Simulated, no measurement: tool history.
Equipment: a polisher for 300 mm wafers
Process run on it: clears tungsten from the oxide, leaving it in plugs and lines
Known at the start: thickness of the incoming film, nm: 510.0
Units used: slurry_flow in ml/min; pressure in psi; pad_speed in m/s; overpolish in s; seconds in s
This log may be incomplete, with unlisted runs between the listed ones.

run,hour,slurry_flow,pressure,pad_speed,slurry_solids,overpolish,seconds
1,0,245,4.1,1,1,11,116.81
2,1.8,245,4.1,1,1.15,11,111.32
3,8.5,245,4.1,0.86,1.15,11,129.18
4,10,245,4.1,0.86,0.95,11,134.42
5,11.1,245,3.2,0.86,0.95,11,167.51
6,15.7,245,3.2,0.6,0.95,11,230.73
7,23.8,250,3.9,0.7,0.95,11,170.31

Estimate the outcome of run 8 from the log above:
8,24.4,255,4.4,0.78,0.95,11,?

{"run 8": {"seconds": 137.37}}
